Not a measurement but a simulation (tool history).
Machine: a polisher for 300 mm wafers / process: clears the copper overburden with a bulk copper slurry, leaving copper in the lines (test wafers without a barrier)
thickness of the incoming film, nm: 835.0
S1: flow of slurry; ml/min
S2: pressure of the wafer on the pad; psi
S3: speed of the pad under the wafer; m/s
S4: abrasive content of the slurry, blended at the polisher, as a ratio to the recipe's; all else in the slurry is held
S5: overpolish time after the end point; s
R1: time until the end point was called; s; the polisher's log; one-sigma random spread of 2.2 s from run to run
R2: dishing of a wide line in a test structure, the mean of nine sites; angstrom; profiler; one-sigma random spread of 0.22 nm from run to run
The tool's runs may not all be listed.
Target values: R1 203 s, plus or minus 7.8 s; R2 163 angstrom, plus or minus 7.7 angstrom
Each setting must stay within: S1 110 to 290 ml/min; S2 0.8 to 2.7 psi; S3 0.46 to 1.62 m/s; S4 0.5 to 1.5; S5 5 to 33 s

Run 1, hour 0: S1 185 ml/min, S2 1.7 psi, S3 1.04 m/s, S4 1, S5 17 s. Result: R1 143.6 s, R2 192.5 angstrom.
Run 2, hour 5.6: S1 185 ml/min, S2 1.4 psi, S3 1.04 m/s, S4 1, S5 17 s. Result: R1 172.67 s, R2 191.84 angstrom.
Run 3, hour 9.6: S1 185 ml/min, S2 1.4 psi, S3 1.02 m/s, S4 1, S5 14 s. Result: R1 176.77 s, R2 181.43 angstrom.
Run 4, hour 15.5: S1 185 ml/min, S2 1.4 psi, S3 1.02 m/s, S4 0.8, S5 14 s. Result: R1 183.68 s, R2 181.26 angstrom.
Run 5, hour 22.3: S1 185 ml/min, S2 1.4 psi, S3 0.92 m/s, S4 0.8, S5 14 s. Result: R1 192.26 s, R2 178.1 angstrom.
Run 6, hour 30.2: S1 185 ml/min, S2 1.4 psi, S3 0.72 m/s, S4 0.8, S5 14 s. Result: R1 233.69 s, R2 169.24 angstrom.
Run 7, hour 36: S1 190 ml/min, S2 1.4 psi, S3 0.72 m/s, S4 0.8, S5 13 s. Result: R1 233.59 s, R2 165.26 angstrom.
Run 8, hour 37.9: S1 190 ml/min, S2 1.4 psi, S3 0.72 m/s, S4 0.8, S5 12 s. Result: R1 238.27 s, R2 158.8 angstrom.
Run 9, hour 46.2: S1 190 ml/min, S2 1.5 psi, S3 0.72 m/s, S4 0.8, S5 12 s. Result: R1 215.81 s, R2 163.51 angstrom.
Run 10, hour 55: S1 195 ml/min, S2 1.5 psi, S3 0.72 m/s, S4 0.8, S5 12 s. Result: R1 219.62 s, R2 165.67 angstrom.
Run 11, hour 61.4: S1 195 ml/min, S2 1.5 psi, S3 0.72 m/s, S4 0.8, S5 11 s. Result: R1 220.46 s, R2 157.43 angstrom.

Pick the move, out of 5, that brings all results within their allowed miss; only one does.
Run A, hour 67.8: S1 190 ml/min, S2 1.7 psi, S3 0.8 m/s, S4 0.75, S5 14 s. Result: R1 ?, R2 ?.
Run B, hour 67.8: S1 190 ml/min, S2 1.4 psi, S3 0.84 m/s, S4 0.9, S5 11 s. Result: R1 ?, R2 ?.
Run C, hour 67.8: S1 190 ml/min, S2 1.9 psi, S3 0.72 m/s, S4 0.5, S5 13 s. Result: R1 ?, R2 ?.
Run D, hour 67.8: S1 195 ml/min, S2 1.7 psi, S3 0.76 m/s, S4 0.75, S5 16 s. Result: R1 ?, R2 ?.
Run E, hour 67.8: S1 210 ml/min, S2 1.5 psi, S3 0.78 m/s, S4 0.75, S5 18 s. Result: R1 ?, R2 ?.

move      R1      R2
   A  175.91  183.79
   B   199.4  161.26
   C  179.48  180.25
   D  181.89  188.15
   E  200.13  187.41
A: carries the result that was furthest off beyond its target, to the other side
B: every result within its allowed miss
C: carries the result that was furthest off beyond its target, to the other side
D: carries the result that was furthest off beyond its target, to the other side
E: the furthest-off result lands on target, but another misses its tolerance
B is the move that brings every result within its allowed miss.

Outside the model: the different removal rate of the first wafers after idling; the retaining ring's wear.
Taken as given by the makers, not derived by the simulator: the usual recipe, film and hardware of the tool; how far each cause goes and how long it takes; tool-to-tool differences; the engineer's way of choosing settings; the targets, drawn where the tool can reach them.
